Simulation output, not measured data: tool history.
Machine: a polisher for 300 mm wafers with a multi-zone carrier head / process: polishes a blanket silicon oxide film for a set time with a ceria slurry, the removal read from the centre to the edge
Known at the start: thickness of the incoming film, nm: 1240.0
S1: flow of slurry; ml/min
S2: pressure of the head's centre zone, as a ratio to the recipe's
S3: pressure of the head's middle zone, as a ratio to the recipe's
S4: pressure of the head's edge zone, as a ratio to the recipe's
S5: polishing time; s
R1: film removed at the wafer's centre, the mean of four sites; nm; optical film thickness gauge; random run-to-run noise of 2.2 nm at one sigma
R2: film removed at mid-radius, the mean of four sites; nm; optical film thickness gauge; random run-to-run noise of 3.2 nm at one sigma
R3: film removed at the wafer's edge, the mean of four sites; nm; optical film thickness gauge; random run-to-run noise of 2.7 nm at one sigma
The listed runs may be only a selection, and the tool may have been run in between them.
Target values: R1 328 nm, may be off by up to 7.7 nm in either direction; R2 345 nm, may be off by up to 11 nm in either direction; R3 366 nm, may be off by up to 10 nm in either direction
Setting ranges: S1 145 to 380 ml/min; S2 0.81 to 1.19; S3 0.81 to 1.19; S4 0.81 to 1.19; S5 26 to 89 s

Run 1, hour 0: S1 245 ml/min, S2 1, S3 1, S4 1, S5 57 s. Result: R1 318.05 nm, R2 318.22 nm, R3 324.32 nm.
Run 2, hour 7.8: S1 245 ml/min, S2 1, S3 0.96, S4 1, S5 57 s. Result: R1 315.98 nm, R2 302.71 nm, R3 320.84 nm.
Run 3, hour 13: S1 245 ml/min, S2 0.97, S3 0.96, S4 1, S5 57 s. Result: R1 307.71 nm, R2 304.15 nm, R3 319.43 nm.
Run 4, hour 20.3: S1 255 ml/min, S2 0.97, S3 0.97, S4 1.02, S5 57 s. Result: R1 307.2 nm, R2 305.5 nm, R3 327.9 nm.
Run 5, hour 23.3: S1 265 ml/min, S2 0.97, S3 0.98, S4 1.03, S5 57 s. Result: R1 310.04 nm, R2 307.23 nm, R3 332.52 nm.
Run 6, hour 28.2: S1 265 ml/min, S2 0.97, S3 0.98, S4 1.06, S5 57 s. Result: R1 310.31 nm, R2 314.24 nm, R3 335.73 nm.
Run 7, hour 32.9: S1 275 ml/min, S2 0.97, S3 0.99, S4 1.07, S5 57 s. Result: R1 312.45 nm, R2 318.31 nm, R3 330.96 nm.
Run 8, hour 37.3: S1 275 ml/min, S2 0.97, S3 0.99, S4 1.08, S5 58 s. Result: R1 320.25 nm, R2 323.86 nm, R3 342.24 nm.

Exactly one of the 4 candidate moves below puts every result within its allowed miss. Which one?
Run A, hour 41.7: S1 270 ml/min, S2 0.98, S3 1.02, S4 1.09, S5 54 s. Result: R1 ?, R2 ?, R3 ?.
Run B, hour 41.7: S1 330 ml/min, S2 0.83, S3 0.91, S4 0.97, S5 69 s. Result: R1 ?, R2 ?, R3 ?.
Run C, hour 41.7: S1 350 ml/min, S2 0.92, S3 0.98, S4 1.04, S5 62 s. Result: R1 ?, R2 ?, R3 ?.
Run D, hour 41.7: S1 305 ml/min, S2 0.94, S3 1.02, S4 1.1, S5 64 s. Result: R1 ?, R2 ?, R3 ?.

move      R1      R2      R3
   A  299.26   309.4  319.63
   B  330.71  368.57   393.7
   C  331.75  353.15  366.39
   D  345.11  371.67  384.34
A: lands further from the targets than the last run did
B: moves the result that the last run missed by most past its target, out the other side
C: each result inside its tolerance
D: moves the result that the last run missed by most past its target, out the other side
The right move is C.

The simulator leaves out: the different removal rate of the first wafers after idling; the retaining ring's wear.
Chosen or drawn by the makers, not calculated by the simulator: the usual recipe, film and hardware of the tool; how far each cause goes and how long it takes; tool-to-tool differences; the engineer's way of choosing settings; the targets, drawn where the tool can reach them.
